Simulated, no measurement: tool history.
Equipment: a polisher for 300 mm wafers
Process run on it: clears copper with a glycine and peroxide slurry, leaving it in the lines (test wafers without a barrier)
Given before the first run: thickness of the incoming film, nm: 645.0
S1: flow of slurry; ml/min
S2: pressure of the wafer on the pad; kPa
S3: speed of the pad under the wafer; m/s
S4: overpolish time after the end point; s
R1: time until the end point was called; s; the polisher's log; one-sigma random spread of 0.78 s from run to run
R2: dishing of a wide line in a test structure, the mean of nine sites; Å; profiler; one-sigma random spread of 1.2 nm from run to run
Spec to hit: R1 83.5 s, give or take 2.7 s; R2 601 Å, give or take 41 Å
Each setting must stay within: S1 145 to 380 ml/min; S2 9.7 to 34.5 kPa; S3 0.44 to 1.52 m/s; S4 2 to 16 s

run,hour,S1,S2,S3,S4,R1,R2
1,0,245,22.1,0.98,8,93.103,389.61
2,4.6,245,22.8,0.98,9,91.805,434.21
3,12.8,245,23.4,0.98,9,89.998,463.37
4,21.7,245,24.1,0.98,9,85.497,463.23
5,29.3,245,24.1,0.98,10,87.344,495.19
6,33.9,200,24.1,0.98,10,89.424,496.74
7,37.1,205,24.1,0.98,10,88.33,484.49
8,39.1,210,24.1,0.98,10,88.2,489.73
9,47.5,215,24.1,0.98,10,88.222,488.47
10,54.7,220,24.1,0.98,10,87.604,486.3
11,59.3,225,24.1,0.98,10,88.792,504.92
12,68,230,24.1,0.98,10,87.721,507.27
13,69.1,235,24.1,0.98,10,87.232,521.54
14,72.9,245,24.1,0.98,10,86.993,502.58
15,81.7,250,24.8,0.98,11,84.739,579.78
16,89.9,255,24.8,0.98,11,83.838,557.81

Which one of the following 4 next-run settings gets every result inside its allowed miss? There is exactly one.
A,98.1,275,25.5,0.92,12,?,?
B,98.1,330,28.3,0.78,9,?,?
C,98.1,265,27.6,0.92,9,?,?
D,98.1,275,22.1,1.06,11,?,?

move,R1,R2
A,85.181,585.09
B,83.512,471
C,79.949,487.49
D,89.316,521.14
A: each result inside its tolerance
B: its largest miss is bigger than the last run's
C: its largest miss is bigger than the last run's
D: its largest miss is bigger than the last run's
The right move is A.
